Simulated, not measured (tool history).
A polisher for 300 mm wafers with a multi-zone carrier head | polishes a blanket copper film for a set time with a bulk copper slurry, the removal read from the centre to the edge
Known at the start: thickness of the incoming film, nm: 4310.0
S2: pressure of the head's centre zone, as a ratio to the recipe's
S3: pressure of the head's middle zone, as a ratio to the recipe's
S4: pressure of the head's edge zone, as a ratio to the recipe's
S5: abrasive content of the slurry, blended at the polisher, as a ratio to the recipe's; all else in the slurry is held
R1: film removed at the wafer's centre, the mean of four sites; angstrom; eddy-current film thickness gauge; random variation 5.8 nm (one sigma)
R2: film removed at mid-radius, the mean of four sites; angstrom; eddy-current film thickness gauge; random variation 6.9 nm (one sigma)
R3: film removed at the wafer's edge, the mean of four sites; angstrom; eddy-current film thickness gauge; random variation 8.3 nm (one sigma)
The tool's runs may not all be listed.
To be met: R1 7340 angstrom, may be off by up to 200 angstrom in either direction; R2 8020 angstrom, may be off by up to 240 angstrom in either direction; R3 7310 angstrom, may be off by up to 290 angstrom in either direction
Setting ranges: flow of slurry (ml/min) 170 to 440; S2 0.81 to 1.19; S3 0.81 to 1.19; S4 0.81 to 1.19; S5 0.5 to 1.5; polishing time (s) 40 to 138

Run 1, hour 0: flow of slurry (ml/min) 280, S2 1, S3 1, S4 1, S5 1, polishing time (s) 88. Result: R1 6983.8 angstrom, R2 6521.8 angstrom, R3 6730.6 angstrom.
Run 2, hour 8.1: flow of slurry (ml/min) 280, S2 1.04, S3 1, S4 1, S5 1, polishing time (s) 88. Result: R1 7383.3 angstrom, R2 6600.6 angstrom, R3 6869 angstrom.
Run 3, hour 14.2: flow of slurry (ml/min) 280, S2 1.04, S3 1, S4 1, S5 1.2, polishing time (s) 88. Result: R1 7640.6 angstrom, R2 6873.4 angstrom, R3 7014 angstrom.
Run 4, hour 21.5: flow of slurry (ml/min) 285, S2 1.03, S3 1.03, S4 1.01, S5 1.2, polishing time (s) 88. Result: R1 7463.4 angstrom, R2 7066 angstrom, R3 6978.3 angstrom.
Run 5, hour 26.9: flow of slurry (ml/min) 285, S2 1.03, S3 1.03, S4 1.01, S5 1.2, polishing time (s) 110. Result: R1 9417.6 angstrom, R2 8839.7 angstrom, R3 8898.1 angstrom.
Run 6, hour 33.2: flow of slurry (ml/min) 285, S2 0.97, S3 1.03, S4 1.01, S5 1.2, polishing time (s) 110. Result: R1 8796.2 angstrom, R2 8820.3 angstrom, R3 8796 angstrom.
Run 7, hour 36.2: flow of slurry (ml/min) 285, S2 0.95, S3 1.03, S4 0.98, S5 1.15, polishing time (s) 109. Result: R1 8569.3 angstrom, R2 8773.4 angstrom, R3 8436.3 angstrom.
Run 8, hour 43.6: flow of slurry (ml/min) 280, S2 0.93, S3 1.02, S4 0.96, S5 1.1, polishing time (s) 109. Result: R1 8258.9 angstrom, R2 8558.3 angstrom, R3 8249.7 angstrom.
Run 9, hour 45.5: flow of slurry (ml/min) 275, S2 0.92, S3 1.02, S4 0.94, S5 1.05, polishing time (s) 109. Result: R1 8072.9 angstrom, R2 8328.3 angstrom, R3 8285.8 angstrom.
Run 10, hour 48.4: flow of slurry (ml/min) 290, S2 0.92, S3 1.03, S4 0.93, S5 1, polishing time (s) 108. Result: R1 7995.1 angstrom, R2 8379 angstrom, R3 8071.7 angstrom.
Run 11, hour 53.6: flow of slurry (ml/min) 290, S2 0.92, S3 1.03, S4 0.93, S5 1, polishing time (s) 108. Result: R1 7976.1 angstrom, R2 8305.4 angstrom, R3 8087.6 angstrom.
Run 12, hour 55.7: flow of slurry (ml/min) 290, S2 0.92, S3 1.03, S4 0.93, S5 1, polishing time (s) 108. Result: R1 7949.2 angstrom, R2 8269.2 angstrom, R3 8008.7 angstrom.
Run 13, hour 63.4: flow of slurry (ml/min) 295, S2 0.91, S3 1.04, S4 0.91, S5 1, polishing time (s) 108. Result: R1 7887.7 angstrom, R2 8375.8 angstrom, R3 7839.5 angstrom.
Run 14, hour 71.5: flow of slurry (ml/min) 290, S2 0.9, S3 1.04, S4 0.9, S5 1, polishing time (s) 108. Result: R1 7862.2 angstrom, R2 8457.1 angstrom, R3 7906 angstrom.
Run 15, hour 79.5: flow of slurry (ml/min) 290, S2 0.89, S3 1.04, S4 0.89, S5 1, polishing time (s) 108. Result: R1 7697.1 angstrom, R2 8313.2 angstrom, R3 7874.5 angstrom.
Run 16, hour 83.6: flow of slurry (ml/min) 290, S2 0.89, S3 1.04, S4 0.88, S5 0.95, polishing time (s) 108. Result: R1 7676.9 angstrom, R2 8370.2 angstrom, R3 7885.6 angstrom.
Run 17, hour 92.2: flow of slurry (ml/min) 290, S2 0.89, S3 1.04, S4 0.88, S5 0.95, polishing time (s) 108. Result: R1 7653.5 angstrom, R2 8310.3 angstrom, R3 7852.7 angstrom.

4 candidate next runs follow, results not yet known. Just one meets every target within its allowed miss. Identify it.
Run A, hour 100.8: flow of slurry (ml/min) 325, S2 0.82, S3 1.05, S4 0.94, S5 1.1, polishing time (s) 108. Result: R1 ?, R2 ?, R3 ?.
Run B, hour 100.8: flow of slurry (ml/min) 320, S2 0.96, S3 1, S4 0.82, S5 0.9, polishing time (s) 108. Result: R1 ?, R2 ?, R3 ?.
Run C, hour 100.8: flow of slurry (ml/min) 255, S2 0.9, S3 1.06, S4 0.87, S5 0.9, polishing time (s) 104. Result: R1 ?, R2 ?, R3 ?.
Run D, hour 100.8: flow of slurry (ml/min) 275, S2 0.85, S3 1.15, S4 0.88, S5 1.05, polishing time (s) 105. Result: R1 ?, R2 ?, R3 ?.

move      R1      R2      R3
   A    7321  8615.7  8316.9
   B  8241.2  7942.7  7522.8
   C  7276.9  7876.9  7317.6
   D  7202.9  8844.8    7678
A: lands further from the targets than the last run did
B: meets the target for the result that was furthest off, but another lies outside its allowed miss
C: hits every target within its allowed miss
D: lands further from the targets than the last run did
C is the move that brings every result within its allowed miss.
